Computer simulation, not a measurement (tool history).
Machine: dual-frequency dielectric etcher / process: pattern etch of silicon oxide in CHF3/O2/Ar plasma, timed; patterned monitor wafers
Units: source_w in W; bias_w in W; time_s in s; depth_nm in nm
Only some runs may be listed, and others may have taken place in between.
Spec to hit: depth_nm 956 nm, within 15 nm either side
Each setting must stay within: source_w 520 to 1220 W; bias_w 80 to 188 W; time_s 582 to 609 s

run,day,source_w,bias_w,time_s,depth_nm
1,0,870,134,582,1155.2
2,0.15,820,131,582,1102.5
3,0.521,820,115,582,1070
4,0.833,910,115,582,1126.9
5,1.146,870,114,582,1102.6
6,1.408,830,113,582,1072.3
7,1.55,650,109,582,928.57
8,1.833,660,109,582,943.09

Which one of the following 4 next-run settings gets every result inside its allowed miss? There is exactly one.
A,2.117,620,122,582,?
B,2.117,590,117,603.5,?
C,2.117,650,113,595.5,?
D,2.117,640,102,596,?

move,depth_nm
A,937.68
B,932.95
C,967.3
D,934.79
A: moves away from the targets compared with the last run
B: moves away from the targets compared with the last run
C: each result inside its tolerance
D: moves away from the targets compared with the last run
C is the move that brings every result within its allowed miss.

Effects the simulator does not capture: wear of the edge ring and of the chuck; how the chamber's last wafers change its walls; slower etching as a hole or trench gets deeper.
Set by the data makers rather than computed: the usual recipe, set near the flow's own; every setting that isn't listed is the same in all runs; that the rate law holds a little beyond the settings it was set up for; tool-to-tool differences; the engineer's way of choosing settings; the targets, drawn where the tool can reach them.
